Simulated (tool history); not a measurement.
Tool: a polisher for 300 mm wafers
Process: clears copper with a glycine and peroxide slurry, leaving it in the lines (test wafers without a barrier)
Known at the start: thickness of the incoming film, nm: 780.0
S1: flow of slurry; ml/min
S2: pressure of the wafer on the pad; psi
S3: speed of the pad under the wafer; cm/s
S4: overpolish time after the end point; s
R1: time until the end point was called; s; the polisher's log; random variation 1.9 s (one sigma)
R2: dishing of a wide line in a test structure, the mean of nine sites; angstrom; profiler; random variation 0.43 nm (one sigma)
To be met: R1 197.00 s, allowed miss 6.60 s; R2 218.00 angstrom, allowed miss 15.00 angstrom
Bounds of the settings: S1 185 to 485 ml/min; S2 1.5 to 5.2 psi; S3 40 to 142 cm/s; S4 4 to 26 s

run  hour   S1   S2  S3  S4      R1      R2
  1   0.0  310  3.3  90  13  115.51  500.57
  2   8.2  310  2.8  90  13  128.24  458.02
  3  10.2  310  2.5  86  11  142.60  350.56
  4  15.2  310  2.3  84  11  154.74  357.71
  5  22.6  310  2.1  82  10  163.62  300.21
  6  29.4  310  2.0  80   9  170.86  264.15
  7  35.0  310  1.5  78   8  205.28  201.27
  8  39.8  310  1.7  78   9  194.29  257.96

5 next moves are on the table. One of them brings every result within its allowed miss. Which?
  A  44.6  355  1.7  74   8   ?   ?
  B  44.6  265  1.7  76  12   ?   ?
  C  44.6  285  1.9  70  11   ?   ?
  D  44.6  315  2.7  54   9   ?   ?
  E  44.6  345  2.2  64  12   ?   ?

move      R1      R2
   A  195.95  218.38
   B  196.42  307.65
   C  194.20  289.95
   D  186.53  255.05
   E  187.30  322.36
A: meets every target
B: further off than the last run
C: further off than the last run
D: nearer than the last run, and not there yet
E: further off than the last run
The right move is A.
